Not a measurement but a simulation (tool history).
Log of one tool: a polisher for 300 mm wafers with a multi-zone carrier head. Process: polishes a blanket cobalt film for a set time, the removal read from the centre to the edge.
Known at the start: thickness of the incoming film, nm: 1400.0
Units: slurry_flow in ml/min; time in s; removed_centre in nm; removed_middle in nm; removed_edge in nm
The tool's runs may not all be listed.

Run 1, hour 0: slurry_flow 185 ml/min, centre_zone 1, middle_zone 1, edge_zone 1, time 63 s. Result: removed_centre 171.94 nm, removed_middle 164.89 nm, removed_edge 177.16 nm.
Run 2, hour 3.8: slurry_flow 185 ml/min, centre_zone 1, middle_zone 1, edge_zone 1, time 72 s. Result: removed_centre 198.86 nm, removed_middle 195.94 nm, removed_edge 195.12 nm.
Run 3, hour 11.6: slurry_flow 185 ml/min, centre_zone 1, middle_zone 0.92, edge_zone 1, time 72 s. Result: removed_centre 198.83 nm, removed_middle 182.33 nm, removed_edge 198.5 nm.
Run 4, hour 13.4: slurry_flow 185 ml/min, centre_zone 1.07, middle_zone 0.92, edge_zone 1, time 72 s. Result: removed_centre 208.19 nm, removed_middle 179.09 nm, removed_edge 195.56 nm.
Run 5, hour 20.6: slurry_flow 185 ml/min, centre_zone 1.02, middle_zone 0.95, edge_zone 1.01, time 72 s. Result: removed_centre 198.38 nm, removed_middle 187.18 nm, removed_edge 196.3 nm.
Run 6, hour 23.2: slurry_flow 185 ml/min, centre_zone 1.02, middle_zone 0.95, edge_zone 1.01, time 85 s. Result: removed_centre 237.78 nm, removed_middle 217.8 nm, removed_edge 238.18 nm.

The next listed run, before its measurement:
Run 7, hour 26.8: slurry_flow 155 ml/min, centre_zone 0.92, middle_zone 1, edge_zone 0.91, time 79 s. Result: removed_centre ?, removed_middle ?, removed_edge ?.

Run 7 gave removed_centre 189.62 nm, removed_middle 204.9 nm, removed_edge 201.24 nm.

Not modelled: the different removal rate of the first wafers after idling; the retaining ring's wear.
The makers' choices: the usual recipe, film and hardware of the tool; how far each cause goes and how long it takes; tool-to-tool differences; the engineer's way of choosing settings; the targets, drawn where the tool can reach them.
